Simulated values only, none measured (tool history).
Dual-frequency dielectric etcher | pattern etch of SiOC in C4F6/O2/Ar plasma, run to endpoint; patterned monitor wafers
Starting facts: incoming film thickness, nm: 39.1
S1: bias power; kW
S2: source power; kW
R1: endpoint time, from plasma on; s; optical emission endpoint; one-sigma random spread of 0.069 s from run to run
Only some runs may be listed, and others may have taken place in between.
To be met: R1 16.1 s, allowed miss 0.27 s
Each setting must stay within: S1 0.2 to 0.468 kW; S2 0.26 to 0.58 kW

run 1 day=0 | S1=0.334 S2=0.42 | R1=14.696
run 2 day=0.279 | S1=0.314 S2=0.42 | R1=15.102
run 3 day=0.354 | S1=0.314 S2=0.46 | R1=14.587
run 4 day=0.583 | S1=0.294 S2=0.46 | R1=14.997
run 5 day=0.679 | S1=0.336 S2=0.46 | R1=14.296
run 6 day=0.896 | S1=0.336 S2=0.43 | R1=14.559
run 7 day=1.067 | S1=0.316 S2=0.43 | R1=14.884
run 8 day=1.296 | S1=0.299 S2=0.43 | R1=15.14
run 9 day=1.617 | S1=0.299 S2=0.43 | R1=15.085
run 10 day=1.942 | S1=0.283 S2=0.43 | R1=15.421
run 11 day=2.038 | S1=0.273 S2=0.43 | R1=15.639
run 12 day=2.079 | S1=0.267 S2=0.43 | R1=15.728

Of the 4 settings listed for the next run, only one would bring every result within its allowed miss of target. Which one?
run A day=2.121 | S1=0.231 S2=0.41 | R1=?
run B day=2.121 | S1=0.29 S2=0.36 | R1=?
run C day=2.121 | S1=0.253 S2=0.5 | R1=?
run D day=2.121 | S1=0.281 S2=0.48 | R1=?

move=A R1=16.835
move=B R1=16.186
move=C R1=15.345
move=D R1=14.997
A: pushes the last run's worst result past its target
B: hits every target within its allowed miss
C: its largest miss is bigger than the last run's
D: its largest miss is bigger than the last run's
Move B is the one to make.
